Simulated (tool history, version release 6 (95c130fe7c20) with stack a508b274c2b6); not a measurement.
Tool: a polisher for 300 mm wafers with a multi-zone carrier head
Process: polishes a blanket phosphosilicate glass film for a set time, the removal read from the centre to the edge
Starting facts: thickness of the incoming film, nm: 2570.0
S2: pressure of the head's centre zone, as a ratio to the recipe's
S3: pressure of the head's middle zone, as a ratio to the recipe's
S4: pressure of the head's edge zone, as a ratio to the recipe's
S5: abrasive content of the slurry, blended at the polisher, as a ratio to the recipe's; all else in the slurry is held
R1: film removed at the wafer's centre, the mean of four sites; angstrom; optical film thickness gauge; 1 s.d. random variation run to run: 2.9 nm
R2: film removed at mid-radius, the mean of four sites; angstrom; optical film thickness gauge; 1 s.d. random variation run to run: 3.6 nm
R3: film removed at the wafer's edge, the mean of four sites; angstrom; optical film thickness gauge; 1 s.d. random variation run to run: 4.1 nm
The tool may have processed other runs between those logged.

run 1 hour=0 | flow_of_slurry_(ml/min)=220 S2=1 S3=1 S4=1 S5=1 polishing_time_(s)=53 | R1=3877.4 R2=3676.9 R3=3669.5
run 2 hour=8.4 | flow_of_slurry_(ml/min)=170 S2=1 S3=1 S4=1 S5=1 polishing_time_(s)=53 | R1=3687.1 R2=3663.3 R3=3535.6
run 3 hour=14 | flow_of_slurry_(ml/min)=160 S2=0.98 S3=1.01 S4=0.96 S5=0.95 polishing_time_(s)=53 | R1=3577.1 R2=3553.7 R3=3395.9
run 4 hour=17.5 | flow_of_slurry_(ml/min)=160 S2=0.98 S3=1.01 S4=0.96 S5=0.95 polishing_time_(s)=58 | R1=3892.4 R2=3998.6 R3=3769
run 5 hour=18.8 | flow_of_slurry_(ml/min)=160 S2=0.98 S3=1.01 S4=1.02 S5=0.95 polishing_time_(s)=58 | R1=3824.4 R2=3906.2 R3=3815.4
run 6 hour=19.6 | flow_of_slurry_(ml/min)=130 S2=0.98 S3=1.01 S4=1.02 S5=0.95 polishing_time_(s)=58 | R1=3751.3 R2=3772.8 R3=3763.3
run 7 hour=21.4 | flow_of_slurry_(ml/min)=140 S2=0.96 S3=1.03 S4=0.98 S5=0.85 polishing_time_(s)=58 | R1=3498.2 R2=3860.8 R3=3590.7
run 8 hour=21.9 | flow_of_slurry_(ml/min)=140 S2=0.96 S3=1.03 S4=0.98 S5=0.85 polishing_time_(s)=58 | R1=3617.5 R2=3818.7 R3=3670.6
run 9 hour=24.9 | flow_of_slurry_(ml/min)=145 S2=0.96 S3=1.05 S4=0.94 S5=0.75 polishing_time_(s)=57 | R1=3451.4 R2=3738.7 R3=3296.1

Run 10 has not been measured yet. What should we expect?
run 10 hour=30.7 | flow_of_slurry_(ml/min)=145 S2=0.95 S3=1.04 S4=0.93 S5=0.7 polishing_time_(s)=57 | R1=? R2=? R3=?

R1: 3262.3 angstrom
R2: 3593.2 angstrom
R3: 3256.9 angstrom
